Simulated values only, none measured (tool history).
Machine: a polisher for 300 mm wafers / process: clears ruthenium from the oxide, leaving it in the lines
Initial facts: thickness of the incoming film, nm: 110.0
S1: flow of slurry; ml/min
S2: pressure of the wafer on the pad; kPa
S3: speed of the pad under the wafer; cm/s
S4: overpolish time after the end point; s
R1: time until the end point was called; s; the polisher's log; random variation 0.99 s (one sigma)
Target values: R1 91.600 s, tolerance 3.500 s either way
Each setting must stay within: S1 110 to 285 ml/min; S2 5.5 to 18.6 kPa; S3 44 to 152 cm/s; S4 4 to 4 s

run  hour   S1    S2  S3  S4       R1
  1   0.0  180  11.7  98   4  118.010
  2   1.6  185  13.1  98   4  107.410
  3   8.8  170  13.1  98   4  108.530
  4  14.1  195  13.1  98   4  107.020
  5  17.8  195  11.0  98   4  124.460
  6  24.4  195  11.0  98   4  123.470
  7  29.4  195  11.7  98   4  117.640
  8  37.5  195  12.4  98   4  111.630
  9  38.5  200  13.8  98   4  100.100
 10  41.1  205  14.5  98   4   96.362

Next run, 5 choices. One meets every target within its allowed miss, the rest don't. Which?
  A  43.7  215  15.2  106   4   ?
  B  43.7  255  13.1  108   4   ?
  C  43.7  210  15.2   88   4   ?
  D  43.7  155  13.8  126   4   ?
  E  43.7  220  15.9  104   4   ?

move       R1
   A   84.163
   B   93.438
   C  100.820
   D   82.407
   E   81.823
A: moves the result that the last run missed by most past its target, out the other side
B: in spec on every target
C: the biggest miss grows against the last run
D: moves the result that the last run missed by most past its target, out the other side
E: moves the result that the last run missed by most past its target, out the other side
B is the move that brings every result within its allowed miss.

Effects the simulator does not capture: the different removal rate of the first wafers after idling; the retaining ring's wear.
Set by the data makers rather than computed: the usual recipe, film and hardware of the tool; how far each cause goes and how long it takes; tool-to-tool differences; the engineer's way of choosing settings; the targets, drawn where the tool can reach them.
